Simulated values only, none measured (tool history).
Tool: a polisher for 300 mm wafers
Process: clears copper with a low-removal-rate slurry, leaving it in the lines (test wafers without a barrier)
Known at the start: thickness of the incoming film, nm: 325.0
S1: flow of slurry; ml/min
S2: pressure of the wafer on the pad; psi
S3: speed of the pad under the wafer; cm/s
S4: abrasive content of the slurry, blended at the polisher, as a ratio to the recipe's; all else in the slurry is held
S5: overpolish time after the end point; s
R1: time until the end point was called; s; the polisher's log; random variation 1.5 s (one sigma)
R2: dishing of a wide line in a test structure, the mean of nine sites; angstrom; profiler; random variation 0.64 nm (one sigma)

run	hour	S1	S2	S3	S4	S5	R1	R2
1	0	275	2	116	1	20	140.08	300.87
2	8.3	275	2.3	116	1	20	123.73	338.52
3	14.2	275	2.3	116	0.9	20	120.98	337.17
4	23.1	270	2.4	116	0.9	21	117.99	360.84
5	23.7	270	2.5	116	0.9	22	112.03	393.5
# hour 27.8: slurry blender recalibrated
6	27.8	270	2.5	116	0.9	23	109.12	413.43
7	30.7	270	2.5	116	0.9	24	110.14	424.97
8	38.5	270	2.5	116	0.9	25	112.38	434.45

Forecast run 9:
9	44.5	270	2.5	116	0.9	26	?	?

R1: 108.28 s
R2: 458.96 angstrom

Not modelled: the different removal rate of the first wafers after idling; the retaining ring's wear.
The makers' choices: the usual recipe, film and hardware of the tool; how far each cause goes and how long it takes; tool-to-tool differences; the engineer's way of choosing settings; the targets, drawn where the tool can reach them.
